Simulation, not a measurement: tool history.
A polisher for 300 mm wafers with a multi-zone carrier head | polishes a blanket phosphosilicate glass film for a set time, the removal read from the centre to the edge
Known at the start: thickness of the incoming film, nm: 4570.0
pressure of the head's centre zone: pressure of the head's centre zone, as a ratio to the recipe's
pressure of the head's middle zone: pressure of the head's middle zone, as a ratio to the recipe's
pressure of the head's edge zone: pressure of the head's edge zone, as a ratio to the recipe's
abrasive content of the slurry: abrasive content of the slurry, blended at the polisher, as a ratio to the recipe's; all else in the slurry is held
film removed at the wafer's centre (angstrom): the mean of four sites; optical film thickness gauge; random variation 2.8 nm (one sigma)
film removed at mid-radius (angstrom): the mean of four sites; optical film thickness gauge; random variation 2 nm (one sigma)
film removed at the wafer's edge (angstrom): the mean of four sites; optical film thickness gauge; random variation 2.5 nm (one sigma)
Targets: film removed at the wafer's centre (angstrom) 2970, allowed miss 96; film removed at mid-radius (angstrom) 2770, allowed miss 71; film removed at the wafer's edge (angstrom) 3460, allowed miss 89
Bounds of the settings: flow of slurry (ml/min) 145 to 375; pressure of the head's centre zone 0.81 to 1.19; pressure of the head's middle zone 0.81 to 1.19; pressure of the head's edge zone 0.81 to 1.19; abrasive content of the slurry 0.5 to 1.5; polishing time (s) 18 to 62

run	day	flow of slurry (ml/min)	pressure of the head's centre zone	pressure of the head's middle zone	pressure of the head's edge zone	abrasive content of the slurry	polishing time (s)	film removed at the wafer's centre (angstrom)	film removed at mid-radius (angstrom)	film removed at the wafer's edge (angstrom)
1	0	240	1	1	1	1	40	4692	4657.4	4754.8
2	0.025	240	1.08	1	1	1	40	4944.4	4608	4802.9
3	0.112	230	1.05	0.98	1.01	0.95	39	4638.1	4273.5	4554.8
4	0.338	230	1.05	0.98	1.01	0.95	32	3787.6	3524.9	3794.3
5	0.412	255	1.05	0.98	1.01	0.95	32	3855.3	3555.5	3733.3
6	0.558	245	1.03	0.96	1.01	0.95	32	3818.3	3472.5	3804
7	0.717	245	1.03	0.96	1.01	0.95	32	3850.8	3418.5	3787.6
8	1.088	235	1	0.95	1.01	0.9	32	3589.3	3378.5	3624.2
9	1.442	225	0.98	0.93	1.03	0.9	32	3544.4	3260.8	3676.8
10	1.579	220	0.96	0.92	1.03	0.9	32	3446.1	3251.9	3667.7
11	1.621	215	0.95	0.91	1.03	0.9	32	3444.6	3226.7	3660.7
12	1.746	210	0.94	0.9	1.04	0.9	32	3373.6	3177.7	3631.2
13	2.121	205	0.93	0.89	1.05	0.9	32	3350	3123.7	3665.9
14	2.3	205	0.93	0.89	1.05	0.9	32	3316.3	3121.5	3694.3
15	2.383	200	0.92	0.88	1.05	0.9	32	3264.3	3058.5	3659.3
16	2.621	195	0.91	0.87	1.05	0.9	32	3250.8	3053.3	3702.9
17	2.95	195	0.9	0.86	1.04	0.9	32	3252.3	3007.9	3642
18	3.317	160	0.82	0.81	1.02	0.85	32	2915.9	2760.6	3489

Which of these 4 next moves meets every target?
A	3.683	145	0.86	0.82	1.14	1	30	?	?	?
B	3.683	160	0.81	0.83	1.05	0.95	30	?	?	?
C	3.683	170	0.83	0.81	1.04	0.95	31	?	?	?
D	3.683	150	0.87	0.82	1.02	0.8	33	?	?	?

move	film removed at the wafer's centre (angstrom)	film removed at mid-radius (angstrom)	film removed at the wafer's edge (angstrom)
A	2939.4	2773.1	3685.2
B	2778.2	2773.2	3489
C	2947.3	2827.1	3606.4
D	2983.4	2788	3500.1
A: brings the result that was furthest off to its target, and leaves another outside
B: further off than the last run
C: brings the result that was furthest off to its target, and leaves another outside
D: meets every target
Answer: D
